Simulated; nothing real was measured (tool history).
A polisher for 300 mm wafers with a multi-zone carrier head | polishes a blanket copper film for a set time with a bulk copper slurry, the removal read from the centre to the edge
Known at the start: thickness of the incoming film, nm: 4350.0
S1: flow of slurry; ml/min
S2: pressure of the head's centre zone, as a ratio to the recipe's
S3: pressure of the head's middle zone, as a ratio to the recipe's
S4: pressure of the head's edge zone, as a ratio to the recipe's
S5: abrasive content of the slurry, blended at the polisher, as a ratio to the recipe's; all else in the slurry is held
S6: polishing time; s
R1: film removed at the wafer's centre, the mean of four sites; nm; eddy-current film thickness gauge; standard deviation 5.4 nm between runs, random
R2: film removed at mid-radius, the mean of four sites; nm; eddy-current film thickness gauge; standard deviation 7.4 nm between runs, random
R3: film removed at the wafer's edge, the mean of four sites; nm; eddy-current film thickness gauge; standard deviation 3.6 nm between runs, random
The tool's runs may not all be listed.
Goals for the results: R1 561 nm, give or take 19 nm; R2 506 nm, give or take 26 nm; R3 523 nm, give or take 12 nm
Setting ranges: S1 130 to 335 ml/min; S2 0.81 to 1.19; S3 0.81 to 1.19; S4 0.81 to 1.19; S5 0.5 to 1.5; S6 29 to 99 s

| run | hour | S1 | S2 | S3 | S4 | S5 | S6 | R1 | R2 | R3 |
|---|---|---|---|---|---|---|---|---|---|---|
| 1 | 0 | 215 | 1 | 1 | 1 | 1 | 64 | 616.55 | 572.22 | 593.2 |
| 2 | 0.6 | 210 | 1 | 0.99 | 0.98 | 0.95 | 64 | 597.11 | 569.43 | 582.07 |
| 3 | 6.6 | 205 | 1.01 | 0.97 | 0.96 | 0.9 | 64 | 601.15 | 552.26 | 570.7 |
| 4 | 12.7 | 205 | 1.01 | 0.97 | 0.96 | 0.9 | 77 | 736.32 | 663.23 | 682.03 |
| 5 | 17.7 | 205 | 1.01 | 0.97 | 0.89 | 0.9 | 77 | 724.84 | 664.23 | 669.91 |
| 6 | 22.4 | 205 | 1.01 | 1.03 | 0.89 | 0.9 | 77 | 729.83 | 689.09 | 665.02 |
| 7 | 24.2 | 200 | 1.01 | 1.01 | 0.88 | 0.85 | 75 | 694.17 | 655.98 | 637.68 |
| 8 | 29.6 | 195 | 1.01 | 0.99 | 0.88 | 0.8 | 74 | 685.19 | 650.52 | 622.83 |
| 9 | 38.5 | 200 | 0.98 | 0.89 | 0.95 | 0.6 | 60 | 528.06 | 437.76 | 505.95 |
| 10 | 44 | 210 | 0.99 | 0.91 | 0.95 | 0.6 | 60 | 537.24 | 463.04 | 506.3 |
| 11 | 48 | 215 | 0.99 | 0.92 | 0.95 | 0.6 | 60 | 538.25 | 472.44 | 504.74 |
| 12 | 50.8 | 220 | 0.99 | 0.92 | 0.96 | 0.6 | 60 | 531.65 | 474.4 | 508.45 |
| 13 | 58.9 | 225 | 1 | 0.92 | 0.96 | 0.6 | 60 | 534.58 | 466.72 | 514.32 |

Which of these 5 next moves meets every target?
| A | 67 | 280 | 0.89 | 0.97 | 1 | 0.65 | 58 | ? | ? | ? |
| B | 67 | 270 | 0.97 | 0.92 | 0.9 | 0.75 | 60 | ? | ? | ? |
| C | 67 | 130 | 1.14 | 0.95 | 0.85 | 0.7 | 69 | ? | ? | ? |
| D | 67 | 165 | 1.12 | 0.86 | 0.81 | 0.5 | 66 | ? | ? | ? |
| E | 67 | 205 | 1.13 | 0.92 | 0.95 | 0.5 | 60 | ? | ? | ? |

| move | R1 | R2 | R3 |
|---|---|---|---|
| A | 510.24 | 496.89 | 521.9 |
| B | 561.03 | 498.82 | 523.2 |
| C | 605.15 | 511.26 | 527.73 |
| D | 586.36 | 457.77 | 495.43 |
| E | 560.07 | 457.41 | 496.16 |
A: the worst result of the last run now meets its target, but another is out of spec
B: all results land within tolerance of their targets
C: the worst result of the last run now meets its target, but another is out of spec
D: misses by more than the last run did
E: misses by more than the last run did
B meets every target.
